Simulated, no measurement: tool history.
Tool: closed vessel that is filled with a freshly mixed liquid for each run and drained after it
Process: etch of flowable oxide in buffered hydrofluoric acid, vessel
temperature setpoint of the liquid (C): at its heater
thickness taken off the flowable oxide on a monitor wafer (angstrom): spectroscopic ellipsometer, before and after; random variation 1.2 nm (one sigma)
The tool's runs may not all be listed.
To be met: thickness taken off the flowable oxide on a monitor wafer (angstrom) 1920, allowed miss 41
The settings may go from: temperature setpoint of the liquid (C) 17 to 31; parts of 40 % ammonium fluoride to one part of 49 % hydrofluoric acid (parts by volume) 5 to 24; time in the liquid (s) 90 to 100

| run | hour | temperature setpoint of the liquid (C) | parts of 40 % ammonium fluoride to one part of 49 % hydrofluoric acid (parts by volume) | time in the liquid (s) | thickness taken off the flowable oxide on a monitor wafer (angstrom) |
|---|---|---|---|---|---|
| 1 | 0 | 23 | 14.5 | 90 | 1651 |
| 2 | 1.1 | 24 | 14.5 | 90 | 1743.4 |
| 3 | 2.3 | 21 | 14.5 | 90 | 1474.8 |
| 4 | 3.1 | 21 | 17 | 90 | 1269.6 |
| 5 | 9.9 | 23.5 | 17 | 90 | 1448.8 |
| 6 | 18.5 | 25 | 17 | 90 | 1553.8 |
| 7 | 21.4 | 26.5 | 17 | 90 | 1697.1 |
| 8 | 23 | 27.5 | 17 | 90 | 1780.4 |
| 9 | 31.7 | 28 | 17 | 90 | 1824.5 |

4 next moves are on the table. One of them brings every result within its allowed miss. Which?
| A | 40.4 | 29.5 | 18.5 | 90 | ? |
| B | 40.4 | 26.5 | 16 | 95 | ? |
| C | 40.4 | 28 | 17.5 | 90 | ? |
| D | 40.4 | 29 | 19 | 90 | ? |

| move | thickness taken off the flowable oxide on a monitor wafer (angstrom) |
|---|---|
| A | 1850.4 |
| B | 1919.9 |
| C | 1804.8 |
| D | 1755.6 |
A: nearer than the last run, and not there yet
B: meets every target
C: further off than the last run
D: further off than the last run
Move B is the one to make.

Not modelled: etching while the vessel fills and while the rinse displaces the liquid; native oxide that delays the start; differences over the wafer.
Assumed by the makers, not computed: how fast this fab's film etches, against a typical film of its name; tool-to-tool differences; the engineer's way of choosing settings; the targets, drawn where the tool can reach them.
